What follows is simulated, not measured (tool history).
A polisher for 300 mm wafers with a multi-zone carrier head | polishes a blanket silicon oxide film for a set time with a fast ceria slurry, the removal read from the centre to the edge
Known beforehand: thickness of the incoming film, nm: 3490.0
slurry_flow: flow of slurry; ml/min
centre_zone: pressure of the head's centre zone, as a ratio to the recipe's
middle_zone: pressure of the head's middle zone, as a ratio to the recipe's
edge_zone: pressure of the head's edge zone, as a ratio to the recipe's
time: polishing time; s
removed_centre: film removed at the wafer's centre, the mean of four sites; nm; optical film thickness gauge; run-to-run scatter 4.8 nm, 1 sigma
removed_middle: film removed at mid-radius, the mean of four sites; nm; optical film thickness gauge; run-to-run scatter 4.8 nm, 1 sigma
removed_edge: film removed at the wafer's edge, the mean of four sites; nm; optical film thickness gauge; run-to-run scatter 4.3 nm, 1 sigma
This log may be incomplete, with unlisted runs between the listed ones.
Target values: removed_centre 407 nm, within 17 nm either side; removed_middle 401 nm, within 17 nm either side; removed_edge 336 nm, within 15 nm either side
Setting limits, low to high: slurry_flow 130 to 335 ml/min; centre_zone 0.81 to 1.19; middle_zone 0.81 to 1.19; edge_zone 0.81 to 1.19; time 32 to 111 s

Run 1, hour 0: slurry_flow 215 ml/min, centre_zone 1, middle_zone 1, edge_zone 1, time 71 s. Result: removed_centre 692.64 nm, removed_middle 677.13 nm, removed_edge 693.37 nm.
Run 2, hour 5.7: slurry_flow 215 ml/min, centre_zone 1, middle_zone 1.04, edge_zone 1, time 71 s. Result: removed_centre 689.27 nm, removed_middle 697.8 nm, removed_edge 686.88 nm.
Run 3, hour 7.6: slurry_flow 185 ml/min, centre_zone 1.03, middle_zone 1.06, edge_zone 0.94, time 58 s. Result: removed_centre 565.5 nm, removed_middle 575.66 nm, removed_edge 538.49 nm.
Run 4, hour 14.6: slurry_flow 180 ml/min, centre_zone 1.06, middle_zone 1.07, edge_zone 0.9, time 49 s. Result: removed_centre 494.41 nm, removed_middle 485.98 nm, removed_edge 452.15 nm.
Run 5, hour 17.9: slurry_flow 180 ml/min, centre_zone 1.06, middle_zone 1.14, edge_zone 0.9, time 49 s. Result: removed_centre 483.76 nm, removed_middle 513.56 nm, removed_edge 444.46 nm.
Run 6, hour 21.3: slurry_flow 155 ml/min, centre_zone 1.06, middle_zone 1.14, edge_zone 0.9, time 49 s. Result: removed_centre 459.99 nm, removed_middle 495.27 nm, removed_edge 447.08 nm.
Run 7, hour 28.7: slurry_flow 155 ml/min, centre_zone 1.06, middle_zone 1.14, edge_zone 0.9, time 49 s. Result: removed_centre 472.14 nm, removed_middle 499.69 nm, removed_edge 442.4 nm.
Run 8, hour 30.2: slurry_flow 165 ml/min, centre_zone 1.08, middle_zone 1.14, edge_zone 0.88, time 44 s. Result: removed_centre 433.82 nm, removed_middle 445.22 nm, removed_edge 391.36 nm.

Pick the move, out of 4, that brings all results within their allowed miss; only one does.
Run A, hour 31.7: slurry_flow 160 ml/min, centre_zone 0.91, middle_zone 1.08, edge_zone 0.87, time 53 s. Result: removed_centre ?, removed_middle ?, removed_edge ?.
Run B, hour 31.7: slurry_flow 165 ml/min, centre_zone 1.15, middle_zone 1.16, edge_zone 0.84, time 38 s. Result: removed_centre ?, removed_middle ?, removed_edge ?.
Run C, hour 31.7: slurry_flow 190 ml/min, centre_zone 1.07, middle_zone 1.19, edge_zone 0.96, time 40 s. Result: removed_centre ?, removed_middle ?, removed_edge ?.
Run D, hour 31.7: slurry_flow 145 ml/min, centre_zone 1.06, middle_zone 1.15, edge_zone 0.89, time 43 s. Result: removed_centre ?, removed_middle ?, removed_edge ?.

move  removed_centre  removed_middle  removed_edge
   A          448.22          512.82         459.7
   B          409.08          392.95        325.59
   C          412.77          434.17        371.22
   D          413.26          429.22        370.63
A: moves away from the targets compared with the last run
B: every result lands within tolerance
C: an improvement on the last run, though not all results are within tolerance
D: an improvement on the last run, though not all results are within tolerance
The move that meets every target is B.
